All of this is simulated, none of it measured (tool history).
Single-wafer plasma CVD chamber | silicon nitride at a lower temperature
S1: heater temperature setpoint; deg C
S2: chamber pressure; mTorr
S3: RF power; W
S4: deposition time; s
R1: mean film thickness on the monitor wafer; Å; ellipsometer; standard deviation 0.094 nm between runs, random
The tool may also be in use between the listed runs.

run 1 hour=0.0 | S1=330 S2=1640 S3=370 S4=25.2 | R1=342.17
run 2 hour=5.8 | S1=322 S2=1640 S3=370 S4=25.2 | R1=341.91
run 3 hour=6.5 | S1=322 S2=1710 S3=375 S4=25.2 | R1=350.41
run 4 hour=11.5 | S1=322 S2=1780 S3=380 S4=25.2 | R1=356.92
run 5 hour=15.0 | S1=322 S2=1840 S3=385 S4=25.2 | R1=364.07
run 6 hour=16.4 | S1=314 S2=1840 S3=385 S4=25.2 | R1=365.25
run 7 hour=19.3 | S1=314 S2=1890 S3=390 S4=25.2 | R1=370.91
run 8 hour=28.1 | S1=314 S2=1930 S3=390 S4=25.2 | R1=373.06

Run 9 comes next. What will it give?
run 9 hour=33.5 | S1=314 S2=1930 S3=390 S4=25.2 | R1=?

{"run 9": {"R1": 373.23}}
